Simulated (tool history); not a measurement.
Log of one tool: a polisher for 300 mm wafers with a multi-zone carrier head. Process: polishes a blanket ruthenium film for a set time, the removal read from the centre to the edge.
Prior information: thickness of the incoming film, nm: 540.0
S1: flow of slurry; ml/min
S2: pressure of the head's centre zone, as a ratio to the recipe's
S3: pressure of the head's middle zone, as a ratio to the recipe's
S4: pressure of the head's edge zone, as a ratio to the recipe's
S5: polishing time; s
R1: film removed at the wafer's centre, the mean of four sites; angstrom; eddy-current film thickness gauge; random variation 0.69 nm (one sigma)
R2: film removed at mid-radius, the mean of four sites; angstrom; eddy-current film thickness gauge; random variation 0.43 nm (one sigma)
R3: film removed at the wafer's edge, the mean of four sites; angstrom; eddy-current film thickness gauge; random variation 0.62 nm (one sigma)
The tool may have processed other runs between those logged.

run	hour	S1	S2	S3	S4	S5	R1	R2	R3
1	0	165	1	1	1	88	898.18	878.62	868.59
2	1.9	165	1.03	1	1	88	952.78	880.28	869.86
3	3.9	165	1.03	1	1	98	1013.3	981.45	955.53
4	6	165	1.03	1	0.95	98	1027.2	979.25	933.42
5	10.5	165	1.03	1	0.95	88	907.29	887.27	831.53
# hour 15.5: edge zone pressure recalibrated
6	15.5	150	0.96	0.96	0.92	84	824.8	804.53	820.48

For run 7, what comes out?
7	21.9	145	0.91	0.98	0.91	77	?	?	?

For run 7 the tool returned R1 693.57 angstrom, R2 737.43 angstrom, R3 743.79 angstrom.
